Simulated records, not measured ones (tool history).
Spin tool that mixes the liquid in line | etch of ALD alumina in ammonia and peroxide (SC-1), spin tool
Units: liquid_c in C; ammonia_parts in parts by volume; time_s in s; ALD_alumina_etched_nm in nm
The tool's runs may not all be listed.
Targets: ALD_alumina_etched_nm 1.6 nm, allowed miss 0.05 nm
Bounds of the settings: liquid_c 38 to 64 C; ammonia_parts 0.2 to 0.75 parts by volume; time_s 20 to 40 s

run 1 day=0 | liquid_c=48 ammonia_parts=0.45 time_s=40 | ALD_alumina_etched_nm=2.2082
run 2 day=0.038 | liquid_c=48 ammonia_parts=0.45 time_s=40 | ALD_alumina_etched_nm=2.1467
run 3 day=0.162 | liquid_c=48 ammonia_parts=0.45 time_s=40 | ALD_alumina_etched_nm=2.1562
run 4 day=0.271 | liquid_c=47 ammonia_parts=0.45 time_s=40 | ALD_alumina_etched_nm=2.0924
run 5 day=0.475 | liquid_c=53 ammonia_parts=0.45 time_s=40 | ALD_alumina_etched_nm=2.8664
run 6 day=0.546 | liquid_c=58.5 ammonia_parts=0.45 time_s=40 | ALD_alumina_etched_nm=3.8853
run 7 day=0.675 | liquid_c=55 ammonia_parts=0.45 time_s=40 | ALD_alumina_etched_nm=3.1898
run 8 day=0.738 | liquid_c=52.5 ammonia_parts=0.45 time_s=40 | ALD_alumina_etched_nm=2.7939

Which of these 4 next moves meets every target?
run A day=0.8 | liquid_c=63.5 ammonia_parts=0.4 time_s=40 | ALD_alumina_etched_nm=?
run B day=0.8 | liquid_c=56 ammonia_parts=0.55 time_s=20 | ALD_alumina_etched_nm=?
run C day=0.8 | liquid_c=55 ammonia_parts=0.5 time_s=20 | ALD_alumina_etched_nm=?
run D day=0.8 | liquid_c=54 ammonia_parts=0.2 time_s=20 | ALD_alumina_etched_nm=?

move=A ALD_alumina_etched_nm=4.9195
move=B ALD_alumina_etched_nm=1.7237
move=C ALD_alumina_etched_nm=1.6202
move=D ALD_alumina_etched_nm=1.4082
A: further off than the last run
B: nearer than the last run, and not there yet
C: meets every target
D: takes the result that was furthest off past its target
Answer: C
